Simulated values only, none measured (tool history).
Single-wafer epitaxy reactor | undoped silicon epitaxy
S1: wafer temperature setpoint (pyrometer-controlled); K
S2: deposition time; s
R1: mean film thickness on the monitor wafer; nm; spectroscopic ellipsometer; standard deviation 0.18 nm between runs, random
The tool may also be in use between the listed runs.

run	hour	S1	S2	R1
1	0	898.15	390	38.582
2	1.6	887.15	390	31.083
3	10.4	891.15	391	34.082
4	17.1	891.15	338	29.242
5	19	899.15	338	34.451
6	26.1	899.15	361	36.728
7	28.1	899.15	361	36.911
8	36.1	901.15	361	38.243
9	38.5	903.15	361	40.02

Run 10 is up next; what results do you expect?
10	42.5	904.15	361	?

{"run 10": {"R1": 40.736}}
